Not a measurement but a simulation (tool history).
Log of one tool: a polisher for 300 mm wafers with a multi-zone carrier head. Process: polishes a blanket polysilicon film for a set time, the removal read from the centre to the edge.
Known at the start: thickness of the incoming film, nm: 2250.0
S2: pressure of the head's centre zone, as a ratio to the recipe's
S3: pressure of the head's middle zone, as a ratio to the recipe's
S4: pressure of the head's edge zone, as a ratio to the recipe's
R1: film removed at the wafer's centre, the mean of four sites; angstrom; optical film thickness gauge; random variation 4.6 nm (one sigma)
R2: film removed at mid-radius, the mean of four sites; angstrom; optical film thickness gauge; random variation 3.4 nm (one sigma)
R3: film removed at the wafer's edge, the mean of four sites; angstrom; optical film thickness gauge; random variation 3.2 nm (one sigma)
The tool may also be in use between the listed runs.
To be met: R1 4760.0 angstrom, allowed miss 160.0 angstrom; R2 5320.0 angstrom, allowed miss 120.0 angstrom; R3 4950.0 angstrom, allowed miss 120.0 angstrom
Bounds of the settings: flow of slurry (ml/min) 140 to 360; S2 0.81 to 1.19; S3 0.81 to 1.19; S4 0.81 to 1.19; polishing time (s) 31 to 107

run 1 day=0.000 | flow_of_slurry_(ml/min)=230 S2=1.00 S3=1.00 S4=1.00 polishing_time_(s)=69 | R1=8941.6 R2=9269.9 R3=8804.4
run 2 day=0.354 | flow_of_slurry_(ml/min)=225 S2=0.99 S3=0.99 S4=0.98 polishing_time_(s)=65 | R1=8307.3 R2=8548.6 R3=8234.9
run 3 day=0.608 | flow_of_slurry_(ml/min)=225 S2=0.98 S3=0.99 S4=0.96 polishing_time_(s)=61 | R1=7650.9 R2=7941.8 R3=7593.9
run 4 day=0.938 | flow_of_slurry_(ml/min)=225 S2=0.98 S3=1.06 S4=0.96 polishing_time_(s)=61 | R1=7813.2 R2=8479.6 R3=7589.1
run 5 day=1.154 | flow_of_slurry_(ml/min)=250 S2=0.98 S3=1.06 S4=0.96 polishing_time_(s)=61 | R1=7842.5 R2=8634.2 R3=7643.6
run 6 day=1.183 | flow_of_slurry_(ml/min)=250 S2=0.97 S3=1.05 S4=0.95 polishing_time_(s)=58 | R1=7366.4 R2=8090.8 R3=7282.1
run 7 day=1.246 | flow_of_slurry_(ml/min)=245 S2=0.96 S3=1.04 S4=0.93 polishing_time_(s)=56 | R1=7027.0 R2=7728.7 R3=6940.8
run 8 day=1.529 | flow_of_slurry_(ml/min)=245 S2=0.95 S3=1.03 S4=0.92 polishing_time_(s)=54 | R1=6622.3 R2=7433.8 R3=6664.2
run 9 day=1.717 | flow_of_slurry_(ml/min)=245 S2=0.95 S3=1.02 S4=0.91 polishing_time_(s)=52 | R1=6507.3 R2=7040.3 R3=6356.9
run 10 day=1.746 | flow_of_slurry_(ml/min)=245 S2=0.95 S3=1.02 S4=0.91 polishing_time_(s)=52 | R1=6574.4 R2=7163.1 R3=6477.1
run 11 day=1.867 | flow_of_slurry_(ml/min)=200 S2=0.85 S3=0.93 S4=0.81 polishing_time_(s)=35 | R1=3764.9 R2=4249.4 R3=4030.8
run 12 day=2.158 | flow_of_slurry_(ml/min)=215 S2=0.86 S3=0.94 S4=0.82 polishing_time_(s)=35 | R1=3852.9 R2=4337.5 R3=4000.1
run 13 day=2.258 | flow_of_slurry_(ml/min)=215 S2=0.86 S3=0.94 S4=0.82 polishing_time_(s)=35 | R1=3944.2 R2=4417.4 R3=4001.3
run 14 day=2.621 | flow_of_slurry_(ml/min)=215 S2=0.87 S3=0.95 S4=0.85 polishing_time_(s)=35 | R1=3919.1 R2=4412.0 R3=4066.2
run 15 day=2.658 | flow_of_slurry_(ml/min)=215 S2=0.87 S3=0.95 S4=0.85 polishing_time_(s)=35 | R1=3884.1 R2=4413.7 R3=4128.4
run 16 day=2.908 | flow_of_slurry_(ml/min)=230 S2=0.88 S3=0.96 S4=0.87 polishing_time_(s)=35 | R1=3967.3 R2=4479.7 R3=4160.2
run 17 day=3.142 | flow_of_slurry_(ml/min)=235 S2=0.89 S3=0.97 S4=0.89 polishing_time_(s)=35 | R1=4058.8 R2=4566.3 R3=4267.5
run 18 day=3.471 | flow_of_slurry_(ml/min)=245 S2=0.90 S3=0.98 S4=0.90 polishing_time_(s)=35 | R1=4128.0 R2=4597.4 R3=4252.6
run 19 day=3.767 | flow_of_slurry_(ml/min)=275 S2=0.95 S3=1.08 S4=1.00 polishing_time_(s)=42 | R1=5338.8 R2=6087.8 R3=5442.1
run 20 day=3.958 | flow_of_slurry_(ml/min)=265 S2=0.95 S3=1.07 S4=1.00 polishing_time_(s)=42 | R1=5346.9 R2=5997.2 R3=5411.1
run 21 day=4.121 | flow_of_slurry_(ml/min)=265 S2=0.95 S3=1.07 S4=1.00 polishing_time_(s)=42 | R1=5338.6 R2=5998.3 R3=5397.9

4 next moves are on the table. One of them brings every result within its allowed miss. Which?
run A day=4.283 | flow_of_slurry_(ml/min)=260 S2=1.00 S3=1.05 S4=1.01 polishing_time_(s)=38 | R1=? R2=? R3=?
run B day=4.283 | flow_of_slurry_(ml/min)=285 S2=0.91 S3=1.00 S4=1.09 polishing_time_(s)=39 | R1=? R2=? R3=?
run C day=4.283 | flow_of_slurry_(ml/min)=260 S2=0.90 S3=1.19 S4=0.88 polishing_time_(s)=42 | R1=? R2=? R3=?
run D day=4.283 | flow_of_slurry_(ml/min)=190 S2=0.94 S3=1.03 S4=0.97 polishing_time_(s)=40 | R1=? R2=? R3=?

move=A R1=5100.3 R2=5384.9 R3=4911.8
move=B R1=4849.1 R2=5362.0 R3=5280.0
move=C R1=5116.1 R2=6626.5 R3=5079.5
move=D R1=4816.9 R2=5330.5 R3=4902.6
A: brings the result that was furthest off to its target, and leaves another outside
B: brings the result that was furthest off to its target, and leaves another outside
C: further off than the last run
D: meets every target
Answer: D

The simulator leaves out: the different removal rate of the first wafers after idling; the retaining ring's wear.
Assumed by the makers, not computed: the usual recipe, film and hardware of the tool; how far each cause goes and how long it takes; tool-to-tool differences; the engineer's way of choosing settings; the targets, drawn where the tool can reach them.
